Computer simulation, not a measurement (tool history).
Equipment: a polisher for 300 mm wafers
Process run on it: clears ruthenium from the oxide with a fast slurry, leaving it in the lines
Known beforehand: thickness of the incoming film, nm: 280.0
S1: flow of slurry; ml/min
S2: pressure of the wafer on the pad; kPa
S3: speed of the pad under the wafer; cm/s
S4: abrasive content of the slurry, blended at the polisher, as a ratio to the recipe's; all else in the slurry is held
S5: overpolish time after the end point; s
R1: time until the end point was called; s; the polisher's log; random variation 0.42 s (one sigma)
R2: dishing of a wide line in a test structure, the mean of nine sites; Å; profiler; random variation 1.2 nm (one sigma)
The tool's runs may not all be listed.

run    day   S1    S2   S3   S4  S5      R1      R2
  1  0.000  295  22.8  102  1.0  14  60.001  473.95
  2  0.079  255  22.8  102  1.0  14  60.410  465.15
  3  0.350  255  24.1  102  1.0  14  57.765  485.95
  4  0.450  255  22.1  102  1.0  14  62.350  455.11
  5  0.800  320  22.1  102  1.0  14  60.656  466.98
  6  1.038  320  23.4  102  1.0  14  57.432  499.29
  7  1.383  325  24.8  102  1.0  14  54.238  518.23

The next listed run, before its measurement:
  8  1.700  325  26.2  102  1.0  14   ?   ?

R1: 51.630 s
R2: 557.13 Å
